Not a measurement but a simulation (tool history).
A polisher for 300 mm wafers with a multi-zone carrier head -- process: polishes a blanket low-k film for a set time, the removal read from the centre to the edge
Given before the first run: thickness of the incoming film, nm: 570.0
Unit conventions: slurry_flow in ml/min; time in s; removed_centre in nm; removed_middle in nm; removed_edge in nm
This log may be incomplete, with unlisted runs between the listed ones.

run    day  slurry_flow  centre_zone  middle_zone  edge_zone  slurry_solids  time  removed_centre  removed_middle  removed_edge
  1      0          230            1            1          1              1    82          29.608          29.188        28.733
  2  0.071          230            1         0.96          1              1    82           28.83          29.025        28.977
  3  0.183          230            1         0.96          1           1.15    82           31.66          29.325        30.764
  4  0.388          220         1.03         0.91       0.99           1.05    79          30.237          26.108        28.344
  5  0.688          220         1.08         0.91       0.99           1.05    79          30.635          26.569        27.887
  6  0.817          220         1.08         0.91       0.94           1.05    79          31.215           26.42        27.472
  7   1.05          210         1.05         0.89       0.93              1    79          29.666          25.528        26.948
  8  1.138          205         1.04         0.87       0.93           0.95    79          28.035            24.6        26.232

Predict the results of run 9:
  9  1.288          200         1.04         0.85       0.92           0.95    79               ?               ?             ?

Run 9 yielded removed_centre 28.274 nm, removed_middle 22.883 nm, removed_edge 25.78 nm.

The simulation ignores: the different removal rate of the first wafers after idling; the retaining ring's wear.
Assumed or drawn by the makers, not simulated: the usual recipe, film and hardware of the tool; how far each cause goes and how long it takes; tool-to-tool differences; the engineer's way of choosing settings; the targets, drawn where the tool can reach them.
